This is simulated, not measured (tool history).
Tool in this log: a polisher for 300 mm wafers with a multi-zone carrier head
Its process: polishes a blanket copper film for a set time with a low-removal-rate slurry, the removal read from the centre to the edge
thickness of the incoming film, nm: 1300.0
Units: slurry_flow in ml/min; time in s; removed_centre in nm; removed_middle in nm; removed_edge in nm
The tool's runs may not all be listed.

run	day	slurry_flow	centre_zone	middle_zone	edge_zone	slurry_solids	time	removed_centre	removed_middle	removed_edge
1	0.000	170	1.00	1.00	1.00	1.00	56	99.858	100.17	94.802
2	0.042	185	1.01	1.03	1.02	1.05	56	104.120	106.41	99.539
3	0.062	185	0.95	1.03	1.02	1.05	56	97.814	107.88	98.907
4	0.383	200	0.97	1.04	1.02	1.05	56	100.120	110.14	99.805
5	0.475	210	0.99	1.05	1.03	1.05	56	104.930	111.80	99.541
6	0.517	215	1.00	1.06	1.05	1.10	56	107.410	114.48	104.190
# day 0.567: edge zone pressure recalibrated
7	0.567	220	1.01	1.07	1.05	1.10	56	109.470	115.61	107.020
8	0.708	225	1.02	1.08	1.04	1.10	56	112.950	117.51	103.470
9	0.817	230	1.02	1.08	1.05	1.10	56	110.040	116.32	106.590
10	0.888	235	1.03	1.09	1.05	1.10	56	113.480	116.56	106.700
11	1.050	235	1.03	1.09	1.05	1.10	56	113.690	117.45	106.880
12	1.088	235	1.03	1.09	1.05	1.10	56	111.850	117.36	106.510

Run 13, settings as shown, results not yet in. Your forecast:
13	1.146	240	1.04	1.10	1.05	1.10	56	?	?	?

removed_centre: 114.300 nm
removed_middle: 120.05 nm
removed_edge: 107.470 nm

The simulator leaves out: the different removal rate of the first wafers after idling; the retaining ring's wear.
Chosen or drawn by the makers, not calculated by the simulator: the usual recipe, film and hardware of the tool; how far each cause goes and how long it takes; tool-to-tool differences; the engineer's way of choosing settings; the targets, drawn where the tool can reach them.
